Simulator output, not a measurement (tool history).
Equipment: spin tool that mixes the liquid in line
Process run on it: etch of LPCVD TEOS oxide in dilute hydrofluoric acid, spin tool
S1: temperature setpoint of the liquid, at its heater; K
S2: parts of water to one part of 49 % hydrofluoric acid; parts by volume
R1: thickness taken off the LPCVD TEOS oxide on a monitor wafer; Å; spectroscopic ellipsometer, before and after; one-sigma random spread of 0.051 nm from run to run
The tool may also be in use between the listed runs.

Run 1, hour 0.0: S1 297.15 K, S2 230 parts by volume, time under the liquid (s) 35. Result: R1 23.631 Å.
Run 2, hour 8.3: S1 298.15 K, S2 220 parts by volume, time under the liquid (s) 35. Result: R1 26.292 Å.
Run 3, hour 16.2: S1 298.65 K, S2 210 parts by volume, time under the liquid (s) 35. Result: R1 27.711 Å.
Run 4, hour 18.9: S1 299.15 K, S2 200 parts by volume, time under the liquid (s) 35. Result: R1 30.524 Å.
Run 5, hour 24.6: S1 299.65 K, S2 195 parts by volume, time under the liquid (s) 35. Result: R1 31.571 Å.
Run 6, hour 32.2: S1 299.65 K, S2 270 parts by volume, time under the liquid (s) 35. Result: R1 21.215 Å.
Run 7, hour 34.1: S1 300.15 K, S2 255 parts by volume, time under the liquid (s) 35. Result: R1 23.035 Å.
Run 8, hour 35.3: S1 300.65 K, S2 240 parts by volume, time under the liquid (s) 35. Result: R1 25.301 Å.
Run 9, hour 43.9: S1 301.15 K, S2 225 parts by volume, time under the liquid (s) 35. Result: R1 28.236 Å.
Run 10, hour 44.8: S1 301.65 K, S2 215 parts by volume, time under the liquid (s) 35. Result: R1 30.386 Å.
Run 11, hour 50.0: S1 301.65 K, S2 215 parts by volume, time under the liquid (s) 35. Result: R1 30.363 Å.
Run 12, hour 55.9: S1 305.15 K, S2 125 parts by volume, time under the liquid (s) 35. Result: R1 65.853 Å.
Run 13, hour 56.5: S1 304.65 K, S2 125 parts by volume, time under the liquid (s) 35. Result: R1 64.931 Å.

For run 14, what comes out?
Run 14, hour 65.5: S1 304.15 K, S2 125 parts by volume, time under the liquid (s) 35. Result: R1 ?.

{"run 14": {"R1": 63.98}}
